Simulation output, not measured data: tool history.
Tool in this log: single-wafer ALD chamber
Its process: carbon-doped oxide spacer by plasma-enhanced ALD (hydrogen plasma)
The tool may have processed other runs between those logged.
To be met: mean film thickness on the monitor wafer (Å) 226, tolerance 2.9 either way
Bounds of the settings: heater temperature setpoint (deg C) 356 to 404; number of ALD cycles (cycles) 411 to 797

run	hour	heater temperature setpoint (deg C)	number of ALD cycles (cycles)	mean film thickness on the monitor wafer (Å)
1	0	380	604	279.5
2	2.8	370	604	277.58
3	8.4	370	562	259.18
4	10	364	562	259.51
5	12.1	369	562	259.38
6	15	359	562	260.67
7	21.6	359	533	245.91
8	30	359	517	238.95
9	35	359	507	234.63
10	43.8	359	500	231.19
11	45.2	359	496	228.95

Which single option among these 5 for the next run brings every result within its allowed miss of target? Just one does.
A	46.6	364	509	?
B	46.6	356	512	?
C	46.6	362	504	?
D	46.6	367	490	?
E	46.6	375	507	?

move	mean film thickness on the monitor wafer (Å)
A	234.83
B	236.21
C	232.52
D	226.06
E	233.9
A: the biggest miss grows against the last run
B: the biggest miss grows against the last run
C: the biggest miss grows against the last run
D: hits every target within its allowed miss
E: the biggest miss grows against the last run
The move that meets every target is D.

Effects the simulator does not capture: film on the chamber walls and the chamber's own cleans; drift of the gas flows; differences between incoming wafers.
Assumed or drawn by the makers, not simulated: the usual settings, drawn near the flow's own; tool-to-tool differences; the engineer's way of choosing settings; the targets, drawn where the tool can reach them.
